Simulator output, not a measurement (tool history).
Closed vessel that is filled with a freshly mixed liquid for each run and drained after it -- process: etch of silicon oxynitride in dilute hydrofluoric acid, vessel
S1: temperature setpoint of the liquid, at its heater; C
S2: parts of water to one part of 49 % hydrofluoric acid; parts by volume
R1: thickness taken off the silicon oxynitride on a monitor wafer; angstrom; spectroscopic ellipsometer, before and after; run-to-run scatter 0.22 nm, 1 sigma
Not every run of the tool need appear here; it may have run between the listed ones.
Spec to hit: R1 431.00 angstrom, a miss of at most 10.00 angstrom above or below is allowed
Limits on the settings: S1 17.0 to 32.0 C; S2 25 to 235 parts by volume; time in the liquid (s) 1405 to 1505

run 1 hour=0.0 | S1=24.0 S2=130 time_in_the_liquid_(s)=1405 | R1=200.32
run 2 hour=1.4 | S1=21.5 S2=130 time_in_the_liquid_(s)=1405 | R1=179.30
run 3 hour=9.3 | S1=21.5 S2=170 time_in_the_liquid_(s)=1405 | R1=132.38
run 4 hour=13.3 | S1=23.5 S2=155 time_in_the_liquid_(s)=1405 | R1=160.73
run 5 hour=20.0 | S1=23.5 S2=155 time_in_the_liquid_(s)=1505 | R1=174.02
-- hour=20.7 hydrofluoric acid flow meter replaced
run 6 hour=20.7 | S1=25.0 S2=155 time_in_the_liquid_(s)=1505 | R1=211.86
run 7 hour=28.2 | S1=26.0 S2=150 time_in_the_liquid_(s)=1505 | R1=230.68
run 8 hour=36.7 | S1=27.0 S2=145 time_in_the_liquid_(s)=1505 | R1=248.28
run 9 hour=44.8 | S1=28.0 S2=140 time_in_the_liquid_(s)=1505 | R1=271.38
run 10 hour=50.9 | S1=28.5 S2=135 time_in_the_liquid_(s)=1505 | R1=290.80
run 11 hour=52.4 | S1=29.0 S2=130 time_in_the_liquid_(s)=1505 | R1=313.82

Which single option among these 5 for the next run brings every result within its allowed miss of target? Just one does.
run A hour=53.9 | S1=28.5 S2=95 time_in_the_liquid_(s)=1505 | R1=?
run B hour=53.9 | S1=32.0 S2=95 time_in_the_liquid_(s)=1505 | R1=?
run C hour=53.9 | S1=29.0 S2=105 time_in_the_liquid_(s)=1505 | R1=?
run D hour=53.9 | S1=32.0 S2=105 time_in_the_liquid_(s)=1505 | R1=?
run E hour=53.9 | S1=29.5 S2=80 time_in_the_liquid_(s)=1505 | R1=?

move=A R1=432.90
move=B R1=506.56
move=C R1=396.75
move=D R1=453.36
move=E R1=546.20
A: meets every target
B: moves the result that the last run missed by most past its target, out the other side
C: gains on the last run, yet a result remains outside its allowed miss
D: moves the result that the last run missed by most past its target, out the other side
E: moves the result that the last run missed by most past its target, out the other side
So the answer is move A, the one that meets all the targets.

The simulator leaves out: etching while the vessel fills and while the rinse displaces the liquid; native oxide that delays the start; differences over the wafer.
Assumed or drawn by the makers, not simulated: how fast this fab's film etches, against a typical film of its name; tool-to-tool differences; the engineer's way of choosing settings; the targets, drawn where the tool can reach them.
